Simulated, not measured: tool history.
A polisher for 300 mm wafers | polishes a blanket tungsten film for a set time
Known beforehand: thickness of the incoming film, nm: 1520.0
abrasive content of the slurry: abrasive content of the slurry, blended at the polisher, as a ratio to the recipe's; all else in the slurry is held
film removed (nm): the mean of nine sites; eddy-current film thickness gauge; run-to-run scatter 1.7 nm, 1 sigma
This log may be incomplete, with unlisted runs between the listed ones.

run,day,flow of slurry (ml/min),pressure of the wafer on the pad (psi),speed of the pad under the wafer (cm/s),abrasive content of the slurry,polishing time (s),film removed (nm)
1,0,300,2.6,120,1,49,232.99
2,0.325,300,2.4,120,1,49,214.5
3,0.35,300,2.1,120,1,49,190.72
4,0.642,340,2.1,120,1,49,189.78
5,0.996,370,2.1,120,1,49,192.56
6,1.129,370,1.9,120,1,49,174.74
7,1.4,370,1.8,120,1,49,165.85
8,1.671,370,1.7,120,1,49,160.16

For run 9, what comes out?
9,1.729,370,1.6,120,1,49,?

{"run 9": {"film removed (nm)": 149.61}}
